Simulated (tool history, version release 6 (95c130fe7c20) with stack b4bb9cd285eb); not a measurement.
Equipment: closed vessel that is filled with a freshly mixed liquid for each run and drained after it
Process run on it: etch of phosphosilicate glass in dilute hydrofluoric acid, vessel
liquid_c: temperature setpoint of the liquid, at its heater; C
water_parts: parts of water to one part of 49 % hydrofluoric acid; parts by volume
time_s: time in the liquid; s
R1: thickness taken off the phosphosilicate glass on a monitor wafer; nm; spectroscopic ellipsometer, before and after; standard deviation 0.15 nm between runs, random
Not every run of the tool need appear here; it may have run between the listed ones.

{"run": 1, "hour": 0.0, "liquid_c": 25.0, "water_parts": 230, "time_s": 85, "R1": 26.796}
{"run": 2, "hour": 2.5, "liquid_c": 25.0, "water_parts": 230, "time_s": 85, "R1": 27.238}
{"run": 3, "hour": 4.8, "liquid_c": 23.5, "water_parts": 230, "time_s": 85, "R1": 25.752}
{"run": 4, "hour": 9.6, "liquid_c": 23.5, "water_parts": 230, "time_s": 85, "R1": 25.929}
{"run": 5, "hour": 17.6, "liquid_c": 22.0, "water_parts": 235, "time_s": 85, "R1": 23.831}
{"run": 6, "hour": 23.7, "liquid_c": 22.0, "water_parts": 180, "time_s": 85, "R1": 32.712}
{"run": 7, "hour": 26.8, "liquid_c": 21.0, "water_parts": 195, "time_s": 85, "R1": 28.829}
{"run": 8, "hour": 30.1, "liquid_c": 20.0, "water_parts": 205, "time_s": 85, "R1": 25.889}
{"run": 9, "hour": 36.2, "liquid_c": 19.5, "water_parts": 210, "time_s": 85, "R1": 24.863}

Run 10 comes next. What will it give?
{"run": 10, "hour": 43.8, "liquid_c": 17.0, "water_parts": 235, "time_s": 85, "R1": "?"}

R1: 19.608 nm

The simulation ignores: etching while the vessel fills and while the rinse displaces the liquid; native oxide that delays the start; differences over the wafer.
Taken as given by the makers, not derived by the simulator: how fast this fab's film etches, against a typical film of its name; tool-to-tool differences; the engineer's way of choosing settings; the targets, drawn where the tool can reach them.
